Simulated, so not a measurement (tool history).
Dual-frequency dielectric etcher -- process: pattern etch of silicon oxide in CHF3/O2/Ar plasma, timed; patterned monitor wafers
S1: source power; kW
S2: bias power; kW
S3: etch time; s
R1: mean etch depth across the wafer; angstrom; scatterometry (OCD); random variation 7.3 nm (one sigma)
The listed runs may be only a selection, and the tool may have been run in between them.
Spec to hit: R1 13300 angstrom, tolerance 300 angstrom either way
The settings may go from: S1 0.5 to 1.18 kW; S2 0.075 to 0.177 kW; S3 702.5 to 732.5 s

run,hour,S1,S2,S3,R1
1,0,0.84,0.126,702.5,14869
2,1.9,0.79,0.126,702.5,14189
3,8.2,0.79,0.147,702.5,15069
4,9.8,0.79,0.127,702.5,14410
5,16,0.79,0.127,702.5,14469
6,16.7,0.77,0.126,702.5,14285
7,21,0.75,0.125,702.5,13836
8,28.6,0.74,0.125,702.5,13817
9,36.9,0.73,0.125,702.5,13782

Exercise: of the 5 proposed moves below, exactly one satisfies all targets within the stated allowed misses. Which move is it?
A,45.2,0.63,0.139,718,?
B,45.2,0.72,0.121,726.5,?
C,45.2,0.63,0.119,709,?
D,45.2,0.7,0.125,732.5,?
E,45.2,0.64,0.164,715,?

move,R1
A,13259
B,13913
C,12505
D,13936
E,14023
A: all results in spec
B: misses by more than the last run did
C: moves the result that the last run missed by most past its target, out the other side
D: misses by more than the last run did
E: misses by more than the last run did
Move A is the one to make.

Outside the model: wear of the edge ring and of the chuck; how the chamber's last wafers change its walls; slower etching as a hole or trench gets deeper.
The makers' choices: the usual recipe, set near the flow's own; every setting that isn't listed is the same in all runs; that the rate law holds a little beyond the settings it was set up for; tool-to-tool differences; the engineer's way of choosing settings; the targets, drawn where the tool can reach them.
